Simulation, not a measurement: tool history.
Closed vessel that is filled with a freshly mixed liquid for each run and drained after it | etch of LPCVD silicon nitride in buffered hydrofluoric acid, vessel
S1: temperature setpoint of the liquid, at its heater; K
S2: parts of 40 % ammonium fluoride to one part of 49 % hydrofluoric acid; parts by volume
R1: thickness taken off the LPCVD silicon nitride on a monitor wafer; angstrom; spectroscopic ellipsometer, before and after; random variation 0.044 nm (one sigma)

{"run": 1, "hour": 0.0, "S1": 296.15, "S2": 14.5, "time in the liquid (s)": 950, "R1": 99.715}
{"run": 2, "hour": 6.9, "S1": 296.15, "S2": 14.5, "time in the liquid (s)": 1020, "R1": 107.84}
{"run": 3, "hour": 9.1, "S1": 295.65, "S2": 14.5, "time in the liquid (s)": 1020, "R1": 104.33}
{"run": 4, "hour": 14.7, "S1": 295.65, "S2": 14.5, "time in the liquid (s)": 950, "R1": 97.59}
{"run": 5, "hour": 15.8, "S1": 295.15, "S2": 14.5, "time in the liquid (s)": 950, "R1": 94.289}
{"run": 6, "hour": 21.5, "S1": 297.65, "S2": 14.5, "time in the liquid (s)": 950, "R1": 107.89}
{"run": 7, "hour": 30.9, "S1": 297.15, "S2": 14.5, "time in the liquid (s)": 950, "R1": 105.36}

Forecast run 8:
{"run": 8, "hour": 36.3, "S1": 296.65, "S2": 14.5, "time in the liquid (s)": 950, "R1": "?"}

Run 8 gave R1 102.050 angstrom.
